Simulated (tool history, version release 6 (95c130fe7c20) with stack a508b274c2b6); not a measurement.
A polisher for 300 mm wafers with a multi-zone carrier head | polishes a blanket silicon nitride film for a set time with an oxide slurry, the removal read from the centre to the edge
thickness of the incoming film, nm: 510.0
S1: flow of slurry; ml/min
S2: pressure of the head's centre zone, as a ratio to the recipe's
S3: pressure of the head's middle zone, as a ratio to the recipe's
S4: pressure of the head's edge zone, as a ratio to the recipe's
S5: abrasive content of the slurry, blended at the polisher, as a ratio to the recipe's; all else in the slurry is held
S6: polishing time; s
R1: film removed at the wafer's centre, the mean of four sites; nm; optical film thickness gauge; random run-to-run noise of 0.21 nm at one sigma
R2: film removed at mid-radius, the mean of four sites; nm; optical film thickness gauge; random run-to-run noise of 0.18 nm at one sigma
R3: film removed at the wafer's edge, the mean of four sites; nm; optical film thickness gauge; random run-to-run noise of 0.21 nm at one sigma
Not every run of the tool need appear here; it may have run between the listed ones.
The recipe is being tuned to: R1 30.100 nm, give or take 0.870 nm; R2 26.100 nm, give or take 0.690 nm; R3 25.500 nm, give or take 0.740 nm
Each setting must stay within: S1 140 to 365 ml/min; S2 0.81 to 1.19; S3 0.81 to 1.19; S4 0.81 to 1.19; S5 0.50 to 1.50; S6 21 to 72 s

run,hour,S1,S2,S3,S4,S5,S6,R1,R2,R3
1,0.0,235,1.00,1.00,1.00,1.00,46,20.210,20.919,20.840
2,5.0,235,1.03,1.00,1.00,1.00,46,20.991,20.932,20.421
3,12.1,235,1.03,1.00,1.05,1.00,46,21.005,20.889,21.124
4,16.7,235,1.03,1.03,1.05,1.00,46,21.196,21.153,20.944
5,22.9,235,1.03,1.03,1.05,0.85,46,19.305,19.663,19.225
6,24.6,235,1.03,1.03,1.05,1.00,46,21.132,21.297,21.170
7,33.4,240,1.05,1.04,1.06,1.05,46,22.001,22.191,21.342
8,38.9,245,1.07,1.03,1.07,1.10,46,23.095,22.697,22.677
9,41.0,245,1.09,1.02,1.05,1.15,46,24.044,22.866,22.737
10,45.4,250,1.10,1.02,1.05,1.15,46,24.248,22.744,22.329
11,47.8,255,1.11,1.02,1.06,1.20,46,24.859,23.143,23.190
12,55.5,255,1.12,1.02,1.06,1.25,46,25.467,23.553,23.736
13,59.3,260,1.13,1.02,1.05,1.25,46,25.720,23.416,23.242
14,64.9,265,1.14,1.02,1.05,1.25,46,26.255,23.606,23.208
15,69.6,270,1.15,1.02,1.06,1.25,46,26.148,23.518,23.804
16,72.7,270,1.15,1.02,1.06,1.25,46,26.319,23.401,23.881
17,76.9,270,1.16,1.02,1.06,1.30,46,27.059,24.012,24.172
18,83.7,270,1.18,1.02,1.04,1.40,46,28.466,24.994,24.474

Next run, 4 choices. One meets every target within its allowed miss, the rest don't. Which?
A,90.5,240,1.19,1.01,1.01,1.45,48,?,?,?
B,90.5,255,1.15,1.01,1.06,1.40,46,?,?,?
C,90.5,250,1.08,0.93,1.05,1.50,47,?,?,?
D,90.5,265,1.10,1.04,1.05,1.30,49,?,?,?

move,R1,R2,R3
A,29.951,25.854,25.735
B,27.508,24.567,24.972
C,27.016,24.008,26.068
D,27.305,26.135,25.766
A: in spec on every target
B: further off than the last run
C: further off than the last run
D: further off than the last run
A is the move that brings every result within its allowed miss.
